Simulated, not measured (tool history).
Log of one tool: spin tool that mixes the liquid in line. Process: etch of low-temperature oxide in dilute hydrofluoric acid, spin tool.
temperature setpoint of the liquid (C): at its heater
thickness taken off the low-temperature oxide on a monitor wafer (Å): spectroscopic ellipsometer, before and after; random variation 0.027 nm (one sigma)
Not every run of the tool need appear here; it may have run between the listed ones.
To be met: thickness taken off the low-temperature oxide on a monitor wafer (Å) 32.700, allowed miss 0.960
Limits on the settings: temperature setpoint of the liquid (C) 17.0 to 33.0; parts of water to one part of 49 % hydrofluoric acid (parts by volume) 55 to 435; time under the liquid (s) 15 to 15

run,hour,temperature setpoint of the liquid (C),parts of water to one part of 49 % hydrofluoric acid (parts by volume),time under the liquid (s),thickness taken off the low-temperature oxide on a monitor wafer (Å)
1,0.0,25.0,245,15,15.096
2,8.9,26.5,225,15,17.469
3,12.7,27.5,205,15,20.454
4,18.6,29.5,205,15,22.109
5,22.3,29.5,205,15,21.823
6,23.4,29.5,205,15,21.846
7,29.9,30.0,195,15,23.780
8,34.8,30.5,185,15,25.585
9,41.0,31.0,180,15,27.408
10,45.2,31.5,175,15,28.926
11,49.9,32.0,175,15,29.425
12,53.1,32.5,170,15,31.360
13,57.1,33.0,170,15,31.115

4 candidate next runs follow, results not yet known. Just one meets every target within its allowed miss. Identify it.
A,61.1,31.5,150,15,?
B,61.1,31.0,155,15,?
C,61.1,33.0,175,15,?
D,61.1,33.0,155,15,?

move,thickness taken off the low-temperature oxide on a monitor wafer (Å)
A,34.890
B,32.950
C,30.458
D,35.343
A: takes the result that was furthest off past its target
B: in spec on every target
C: misses by more than the last run did
D: takes the result that was furthest off past its target
So the answer is move B, the one that meets all the targets.

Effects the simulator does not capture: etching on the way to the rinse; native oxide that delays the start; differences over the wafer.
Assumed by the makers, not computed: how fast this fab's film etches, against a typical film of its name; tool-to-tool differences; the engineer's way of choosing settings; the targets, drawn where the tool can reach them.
